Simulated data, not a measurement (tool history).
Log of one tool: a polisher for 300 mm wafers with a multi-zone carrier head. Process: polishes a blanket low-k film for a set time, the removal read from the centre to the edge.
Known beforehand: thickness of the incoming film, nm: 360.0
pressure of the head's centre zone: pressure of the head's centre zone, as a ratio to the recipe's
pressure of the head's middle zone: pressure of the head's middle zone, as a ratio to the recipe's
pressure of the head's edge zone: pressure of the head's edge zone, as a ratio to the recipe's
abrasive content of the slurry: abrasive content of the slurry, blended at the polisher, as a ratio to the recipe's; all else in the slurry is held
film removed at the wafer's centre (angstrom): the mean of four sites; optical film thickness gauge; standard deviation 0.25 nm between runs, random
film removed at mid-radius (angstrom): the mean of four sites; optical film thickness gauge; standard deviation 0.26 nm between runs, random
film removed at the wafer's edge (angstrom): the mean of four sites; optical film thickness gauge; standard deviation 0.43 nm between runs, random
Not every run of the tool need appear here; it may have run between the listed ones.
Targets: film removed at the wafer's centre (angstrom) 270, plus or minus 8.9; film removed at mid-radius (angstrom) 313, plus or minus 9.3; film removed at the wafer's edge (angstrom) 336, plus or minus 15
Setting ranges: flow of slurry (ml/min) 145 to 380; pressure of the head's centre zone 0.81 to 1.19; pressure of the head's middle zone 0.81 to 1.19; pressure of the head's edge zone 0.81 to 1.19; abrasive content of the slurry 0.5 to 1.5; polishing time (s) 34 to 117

run    day  flow of slurry (ml/min)  pressure of the head's centre zone  pressure of the head's middle zone  pressure of the head's edge zone  abrasive content of the slurry  polishing time (s)  film removed at the wafer's centre (angstrom)  film removed at mid-radius (angstrom)  film removed at the wafer's edge (angstrom)
  1      0                      245                                   1                                   1                                 1                               1                  75                                         291.54                                 303.48                                       310.64
  2  0.071                      245                                0.99                                   1                              1.01                               1                  75                                         292.08                                 304.31                                       312.41
  3  0.129                      245                                0.98                                   1                              1.02                               1                  75                                         283.74                                 303.13                                        314.5
  4  0.212                      245                                0.98                                   1                              1.02                               1                  68                                         265.89                                  270.9                                       284.66
  5  0.442                      245                                0.98                                   1                              1.02                             1.1                  68                                         269.49                                 284.86                                       300.11
  6  0.704                      250                                0.98                                1.01                              1.03                             1.1                  68                                         277.62                                 291.43                                       295.62
     1.029  -- slurry nozzle cleaned
  7  1.029                      245                                0.97                                1.01                              1.03                             1.1                  68                                         283.94                                 309.71                                        311.2
  8  1.392                      240                                0.96                                   1                              1.04                             1.1                  68                                         275.33                                 303.77                                       314.98
  9  1.612                      225                                0.94                                0.99                              1.06                             1.1                  68                                         276.38                                  290.3                                       307.81
 10  1.767                      230                                0.93                                0.99                              1.07                             1.1                  68                                         273.02                                 295.09                                       309.84
 11   2.05                      230                                0.92                                0.99                              1.08                             1.1                  68                                         269.55                                 292.18                                       315.05

Exercise: of the 5 proposed moves below, exactly one satisfies all targets within the stated allowed misses. Which move is it?
  A  2.333                      210                                0.94                                1.02                              0.94                            1.05                  69                                              ?                                      ?                                            ?
  B  2.333                      315                                0.86                                0.86                              1.08                             0.7                  84                                              ?                                      ?                                            ?
  C  2.333                      230                                0.93                                0.86                              1.06                               1                  71                                              ?                                      ?                                            ?
  D  2.333                      180                                 0.9                                1.02                              1.14                            1.05                  74                                              ?                                      ?                                            ?
  E  2.333                      225                                0.99                                1.13                              1.04                             1.1                  62                                              ?                                      ?                                            ?

move  film removed at the wafer's centre (angstrom)  film removed at mid-radius (angstrom)  film removed at the wafer's edge (angstrom)
   A                                         268.68                                 303.52                                       292.13
   B                                         268.03                                 286.48                                       336.08
   C                                         272.18                                 269.78                                       316.48
   D                                         267.68                                 316.89                                        337.7
   E                                         262.12                                 305.76                                       282.25
A: the biggest miss grows against the last run
B: the biggest miss grows against the last run
C: the biggest miss grows against the last run
D: all results land within tolerance of their targets
E: puts the biggest miss on target and leaves a different result outside tolerance
Answer: D

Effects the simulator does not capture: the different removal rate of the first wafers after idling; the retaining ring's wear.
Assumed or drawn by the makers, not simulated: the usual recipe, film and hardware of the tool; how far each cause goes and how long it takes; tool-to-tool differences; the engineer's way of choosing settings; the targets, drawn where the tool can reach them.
